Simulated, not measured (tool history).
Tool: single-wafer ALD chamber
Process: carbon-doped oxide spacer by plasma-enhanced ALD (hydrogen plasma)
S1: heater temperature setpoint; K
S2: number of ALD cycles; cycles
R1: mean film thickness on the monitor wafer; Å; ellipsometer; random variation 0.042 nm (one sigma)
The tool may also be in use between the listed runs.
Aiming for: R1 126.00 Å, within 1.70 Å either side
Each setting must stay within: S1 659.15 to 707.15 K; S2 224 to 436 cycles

run 1 hour=0.0 | S1=683.15 S2=330 | R1=158.16
run 2 hour=1.2 | S1=690.15 S2=330 | R1=154.76
run 3 hour=7.3 | S1=694.15 S2=313 | R1=145.15
run 4 hour=10.8 | S1=697.15 S2=302 | R1=138.39
run 5 hour=15.1 | S1=697.15 S2=258 | R1=118.87
run 6 hour=22.8 | S1=697.15 S2=224 | R1=102.70
run 7 hour=30.9 | S1=692.15 S2=238 | R1=111.44
run 8 hour=37.9 | S1=685.15 S2=242 | R1=114.75
run 9 hour=46.6 | S1=680.15 S2=246 | R1=118.44
run 10 hour=53.0 | S1=676.15 S2=248 | R1=120.85
run 11 hour=59.9 | S1=673.15 S2=249 | R1=122.74
run 12 hour=66.3 | S1=666.15 S2=252 | R1=124.05
run 13 hour=70.0 | S1=666.15 S2=252 | R1=123.66

Exercise: of the 4 proposed moves below, exactly one satisfies all targets within the stated allowed misses. Which move is it?
run A hour=73.7 | S1=661.15 S2=243 | R1=?
run B hour=73.7 | S1=670.15 S2=256 | R1=?
run C hour=73.7 | S1=662.15 S2=244 | R1=?
run D hour=73.7 | S1=672.15 S2=246 | R1=?

move=A R1=119.05
move=B R1=125.42
move=C R1=119.54
move=D R1=120.41
A: further off than the last run
B: every result lands within tolerance
C: further off than the last run
D: further off than the last run
Move B is the one to make.
